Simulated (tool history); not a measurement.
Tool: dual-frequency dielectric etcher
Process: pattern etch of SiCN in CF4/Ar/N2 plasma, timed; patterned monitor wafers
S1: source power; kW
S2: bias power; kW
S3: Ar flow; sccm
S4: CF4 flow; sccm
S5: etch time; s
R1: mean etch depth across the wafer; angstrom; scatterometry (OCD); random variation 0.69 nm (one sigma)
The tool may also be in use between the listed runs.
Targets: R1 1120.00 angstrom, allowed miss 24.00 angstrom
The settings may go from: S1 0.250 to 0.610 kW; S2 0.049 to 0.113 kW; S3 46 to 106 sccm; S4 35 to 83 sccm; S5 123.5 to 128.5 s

run,hour,S1,S2,S3,S4,S5,R1
1,0.0,0.430,0.081,76,59,123.5,965.81
2,3.2,0.430,0.076,76,59,123.5,929.94
3,12.2,0.370,0.076,76,59,123.5,816.13
4,18.3,0.300,0.076,76,59,123.5,681.25
5,24.0,0.300,0.076,68,59,123.5,696.82
6,31.0,0.360,0.077,68,59,123.5,811.95
7,39.4,0.360,0.077,68,59,123.5,821.45
8,42.2,0.400,0.077,68,59,123.5,895.27
9,49.0,0.490,0.079,68,59,123.5,1085.70
10,50.9,0.490,0.079,68,59,123.5,1072.20

4 next moves are on the table. One of them brings every result within its allowed miss. Which?
A,52.8,0.550,0.080,70,48,127.5,?
B,52.8,0.490,0.075,59,64,125.0,?
C,52.8,0.510,0.084,69,67,127.5,?
D,52.8,0.450,0.076,71,57,125.0,?

move,R1
A,1189.80
B,1122.00
C,1215.20
D,1002.70
A: takes the result that was furthest off past its target
B: meets every target
C: takes the result that was furthest off past its target
D: further off than the last run
Move B is the one to make.
